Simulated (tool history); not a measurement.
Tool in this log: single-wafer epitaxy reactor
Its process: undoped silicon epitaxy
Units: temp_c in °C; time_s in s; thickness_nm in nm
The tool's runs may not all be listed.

| run | hour | temp_c | time_s | thickness_nm |
|---|---|---|---|---|
| 1 | 0 | 625 | 162 | 15.422 |
| 2 | 4.1 | 624 | 162 | 15.264 |
| 3 | 10.4 | 623 | 162 | 14.842 |
| 4 | 17.6 | 631 | 162 | 18.183 |
| 5 | 18.7 | 631 | 181 | 20.209 |
| 6 | 23.1 | 631 | 167 | 18.571 |
| 7 | 24.7 | 629 | 167 | 17.655 |
| 8 | 27.3 | 618 | 166 | 13.428 |

The next listed run, before its measurement:
| 9 | 33.1 | 619 | 166 | ? |

Run 9 gave thickness_nm 13.766 nm.
